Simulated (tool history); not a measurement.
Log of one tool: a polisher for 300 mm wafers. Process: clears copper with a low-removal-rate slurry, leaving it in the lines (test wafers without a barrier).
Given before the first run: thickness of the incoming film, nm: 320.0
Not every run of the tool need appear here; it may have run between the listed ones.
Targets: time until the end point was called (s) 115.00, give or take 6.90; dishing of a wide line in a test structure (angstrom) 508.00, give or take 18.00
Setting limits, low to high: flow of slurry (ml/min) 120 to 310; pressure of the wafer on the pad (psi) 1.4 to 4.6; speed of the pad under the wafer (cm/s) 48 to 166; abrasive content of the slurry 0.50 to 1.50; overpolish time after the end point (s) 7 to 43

run,hour,flow of slurry (ml/min),pressure of the wafer on the pad (psi),speed of the pad under the wafer (cm/s),abrasive content of the slurry,overpolish time after the end point (s),time until the end point was called (s),dishing of a wide line in a test structure (angstrom)
1,0.0,200,3.0,106,1.00,22,110.33,366.91
2,8.9,200,3.0,106,0.90,22,115.13,359.77
3,11.1,195,3.0,106,0.85,23,116.54,363.20
4,19.2,195,3.0,106,0.85,24,113.95,376.57
5,20.4,195,3.0,120,0.85,24,99.32,414.95
6,23.4,195,2.9,118,0.90,25,106.89,415.82
7,27.4,195,2.9,118,0.90,26,103.68,437.99
8,31.3,195,2.9,118,0.90,26,103.07,425.41
9,32.4,195,2.9,116,0.90,27,106.07,447.64
10,34.8,195,2.9,116,0.90,28,105.75,449.23
11,35.8,195,2.9,116,0.90,28,106.22,446.36
12,40.4,195,2.9,116,0.90,29,108.58,465.57
13,46.0,195,2.9,116,0.90,30,110.04,479.79
14,53.4,195,2.9,114,0.90,31,111.89,484.84

Consider the 4 candidate settings below. Which is the only one whose results all fall within their allowed miss of target?
A,60.8,255,2.9,120,0.85,27,?,?
B,60.8,210,3.3,110,0.90,30,?,?
C,60.8,175,3.1,110,1.05,31,?,?
D,60.8,120,3.2,108,0.80,35,?,?

move,time until the end point was called (s),dishing of a wide line in a test structure (angstrom)
A,103.27,449.76
B,101.40,498.79
C,103.82,500.20
D,117.35,500.81
A: lands further from the targets than the last run did
B: the furthest-off result lands on target, but another misses its tolerance
C: the furthest-off result lands on target, but another misses its tolerance
D: every result within its allowed miss
The move that meets every target is D.
